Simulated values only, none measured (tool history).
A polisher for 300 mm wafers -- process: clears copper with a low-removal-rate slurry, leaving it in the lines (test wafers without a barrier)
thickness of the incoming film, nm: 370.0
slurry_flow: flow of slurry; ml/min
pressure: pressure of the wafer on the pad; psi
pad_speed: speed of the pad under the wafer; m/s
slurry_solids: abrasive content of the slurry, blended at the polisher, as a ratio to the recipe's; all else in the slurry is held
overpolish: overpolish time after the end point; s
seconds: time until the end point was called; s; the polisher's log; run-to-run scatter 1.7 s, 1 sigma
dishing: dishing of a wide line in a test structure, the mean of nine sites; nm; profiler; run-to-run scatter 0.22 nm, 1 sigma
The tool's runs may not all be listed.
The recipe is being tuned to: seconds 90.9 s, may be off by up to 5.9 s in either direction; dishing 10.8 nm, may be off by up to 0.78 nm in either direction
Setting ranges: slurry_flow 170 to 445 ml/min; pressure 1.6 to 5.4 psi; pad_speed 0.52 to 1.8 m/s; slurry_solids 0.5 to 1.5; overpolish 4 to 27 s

run	hour	slurry_flow	pressure	pad_speed	slurry_solids	overpolish	seconds	dishing
1	0	285	3.5	1.16	1	14	104.26	28.403
2	1.8	285	3.1	1.26	1	11	106.84	22.187
3	7.3	285	3.1	1.26	0.85	11	116.06	21.854
4	11.4	285	3.1	1.54	0.85	11	95.616	25.336
5	15.3	280	2.7	1.58	1.05	9	99.985	20.916
6	21.4	315	2.4	1.62	1.2	8	106.59	17.772
7	26.9	355	2.3	1.68	1.3	7	100.46	16.843
8	30.4	435	1.6	1.8	1.5	4	127.21	7.881
9	31.9	445	2.6	1.8	1.5	4	81.091	12.248
10	38.7	445	2.6	1.8	1.5	4	78.019	11.991
11	40.5	445	2.5	1.8	1.5	4	84.565	11.824

Pick the move, out of 4, that brings all results within their allowed miss; only one does.
A	42.3	440	2	1.68	1.5	6	?	?
B	42.3	445	2.9	1.6	1.45	4	?	?
C	42.3	445	2.7	1.8	1.5	4	?	?
D	42.3	400	2.3	1.8	1.5	4	?	?

move	seconds	dishing
A	104.03	13.06
B	77.109	11.967
C	73.052	12.561
D	85.718	10.782
A: the biggest miss grows against the last run
B: the biggest miss grows against the last run
C: the biggest miss grows against the last run
D: all results land within tolerance of their targets
So the answer is move D, the one that meets all the targets.
